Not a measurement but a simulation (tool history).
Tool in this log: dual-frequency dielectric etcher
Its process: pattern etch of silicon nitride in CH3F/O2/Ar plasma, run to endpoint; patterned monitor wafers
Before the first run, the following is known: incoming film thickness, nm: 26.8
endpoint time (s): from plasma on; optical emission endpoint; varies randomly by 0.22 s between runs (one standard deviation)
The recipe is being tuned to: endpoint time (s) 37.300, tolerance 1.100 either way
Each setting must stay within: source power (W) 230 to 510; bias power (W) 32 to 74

{"run": 1, "hour": 0.0, "source power (W)": 370, "bias power (W)": 53, "endpoint time (s)": 44.547}
{"run": 2, "hour": 0.7, "source power (W)": 340, "bias power (W)": 53, "endpoint time (s)": 45.981}
{"run": 3, "hour": 2.8, "source power (W)": 360, "bias power (W)": 54, "endpoint time (s)": 44.423}
{"run": 4, "hour": 4.3, "source power (W)": 370, "bias power (W)": 55, "endpoint time (s)": 44.399}
{"run": 5, "hour": 7.6, "source power (W)": 370, "bias power (W)": 64, "endpoint time (s)": 41.761}
{"run": 6, "hour": 12.3, "source power (W)": 340, "bias power (W)": 64, "endpoint time (s)": 44.174}
{"run": 7, "hour": 14.0, "source power (W)": 350, "bias power (W)": 65, "endpoint time (s)": 42.907}
{"run": 8, "hour": 18.8, "source power (W)": 420, "bias power (W)": 70, "endpoint time (s)": 38.518}

Consider the 4 candidate settings below. Which is the only one whose results all fall within their allowed miss of target?
{"run": "A", "hour": 23.6, "source power (W)": 390, "bias power (W)": 64, "endpoint time (s)": "?"}
{"run": "B", "hour": 23.6, "source power (W)": 360, "bias power (W)": 72, "endpoint time (s)": "?"}
{"run": "C", "hour": 23.6, "source power (W)": 470, "bias power (W)": 66, "endpoint time (s)": "?"}
{"run": "D", "hour": 23.6, "source power (W)": 380, "bias power (W)": 64, "endpoint time (s)": "?"}

move=A endpoint_time_(s)=40.906
move=B endpoint_time_(s)=40.920
move=C endpoint_time_(s)=37.395
move=D endpoint_time_(s)=41.375
A: moves away from the targets compared with the last run
B: moves away from the targets compared with the last run
C: in spec on every target
D: moves away from the targets compared with the last run
Move C is the one to make.
